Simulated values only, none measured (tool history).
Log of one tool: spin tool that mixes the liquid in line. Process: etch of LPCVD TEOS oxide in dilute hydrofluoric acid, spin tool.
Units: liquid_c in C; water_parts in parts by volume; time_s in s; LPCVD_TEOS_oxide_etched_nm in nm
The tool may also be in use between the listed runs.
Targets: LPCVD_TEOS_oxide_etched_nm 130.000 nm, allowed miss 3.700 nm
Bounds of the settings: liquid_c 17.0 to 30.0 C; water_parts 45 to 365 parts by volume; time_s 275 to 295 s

run	hour	liquid_c	water_parts	time_s	LPCVD_TEOS_oxide_etched_nm
1	0.0	22.0	205	275	64.410
2	6.5	24.0	185	275	79.322
3	14.0	25.5	175	275	88.737
4	22.3	25.5	110	275	150.960
5	30.1	22.5	110	275	138.100
6	30.8	22.5	85	275	181.760
7	32.1	21.5	95	275	155.590
8	37.1	20.5	100	275	139.290
9	40.7	20.0	100	275	137.980
10	49.5	19.5	100	275	135.490

Which of these 5 next moves meets every target?
A	58.3	19.5	100	285	?
B	58.3	18.0	90	275	?
C	58.3	21.5	110	295	?
D	58.3	18.5	95	285	?
E	58.3	18.5	100	275	?

move	LPCVD_TEOS_oxide_etched_nm
A	138.320
B	140.840
C	139.630
D	140.440
E	128.050
A: further off than the last run
B: further off than the last run
C: further off than the last run
D: further off than the last run
E: meets every target
Answer: E
